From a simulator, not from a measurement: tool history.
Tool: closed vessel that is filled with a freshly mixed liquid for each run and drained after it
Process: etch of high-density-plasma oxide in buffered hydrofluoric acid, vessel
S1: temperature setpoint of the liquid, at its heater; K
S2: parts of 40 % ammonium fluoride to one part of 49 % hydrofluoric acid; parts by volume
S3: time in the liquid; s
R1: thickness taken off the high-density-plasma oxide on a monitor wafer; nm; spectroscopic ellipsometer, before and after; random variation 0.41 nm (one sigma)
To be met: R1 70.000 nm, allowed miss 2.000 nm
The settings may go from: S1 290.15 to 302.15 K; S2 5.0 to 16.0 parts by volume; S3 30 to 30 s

Run 1, hour 0.0: S1 294.15 K, S2 9.5 parts by volume, S3 30 s. Result: R1 52.939 nm.
Run 2, hour 6.0: S1 297.65 K, S2 9.5 parts by volume, S3 30 s. Result: R1 64.128 nm.
Run 3, hour 14.0: S1 297.65 K, S2 9.5 parts by volume, S3 30 s. Result: R1 64.603 nm.
Run 4, hour 23.2: S1 298.15 K, S2 9.5 parts by volume, S3 30 s. Result: R1 65.850 nm.
Run 5, hour 27.5: S1 298.15 K, S2 8.5 parts by volume, S3 30 s. Result: R1 72.712 nm.
Run 6, hour 33.1: S1 294.65 K, S2 8.5 parts by volume, S3 30 s. Result: R1 59.952 nm.
Run 7, hour 38.9: S1 295.15 K, S2 8.5 parts by volume, S3 30 s. Result: R1 61.616 nm.
Run 8, hour 45.4: S1 295.65 K, S2 8.5 parts by volume, S3 30 s. Result: R1 63.368 nm.

4 next moves are on the table. One of them brings every result within its allowed miss. Which?
Run A, hour 51.9: S1 295.15 K, S2 8.0 parts by volume, S3 30 s. Result: R1 ?.
Run B, hour 51.9: S1 295.15 K, S2 7.5 parts by volume, S3 30 s. Result: R1 ?.
Run C, hour 51.9: S1 294.15 K, S2 7.5 parts by volume, S3 30 s. Result: R1 ?.
Run D, hour 51.9: S1 290.15 K, S2 6.0 parts by volume, S3 30 s. Result: R1 ?.

move      R1
   A  66.033
   B  70.810
   C  66.948
   D  65.645
A: nearer than the last run, and not there yet
B: meets every target
C: nearer than the last run, and not there yet
D: nearer than the last run, and not there yet
Answer: B

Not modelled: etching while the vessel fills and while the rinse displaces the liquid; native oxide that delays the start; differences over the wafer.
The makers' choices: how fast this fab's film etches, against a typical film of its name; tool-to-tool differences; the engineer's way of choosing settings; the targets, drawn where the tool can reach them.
